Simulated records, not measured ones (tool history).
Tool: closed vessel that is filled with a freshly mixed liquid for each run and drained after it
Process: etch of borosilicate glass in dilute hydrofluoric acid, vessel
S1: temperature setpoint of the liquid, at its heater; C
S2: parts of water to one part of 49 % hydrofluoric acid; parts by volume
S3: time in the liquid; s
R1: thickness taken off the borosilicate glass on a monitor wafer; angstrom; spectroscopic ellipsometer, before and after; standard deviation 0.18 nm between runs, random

Run 1, hour 0: S1 23 C, S2 145 parts by volume, S3 75 s. Result: R1 109 angstrom.
Run 2, hour 3: S1 23 C, S2 145 parts by volume, S3 50 s. Result: R1 73.077 angstrom.
Run 3, hour 9: S1 25 C, S2 125 parts by volume, S3 50 s. Result: R1 92.71 angstrom.
Run 4, hour 16: S1 25 C, S2 125 parts by volume, S3 75 s. Result: R1 137.18 angstrom.
Run 5, hour 22.5: S1 25 C, S2 125 parts by volume, S3 75 s. Result: R1 139.65 angstrom.
Run 6, hour 24.3: S1 25 C, S2 125 parts by volume, S3 75 s. Result: R1 142.4 angstrom.

Run 7 has not been measured yet. What should we expect?
Run 7, hour 26.6: S1 26 C, S2 125 parts by volume, S3 75 s. Result: R1 ?.

R1: 145.04 angstrom
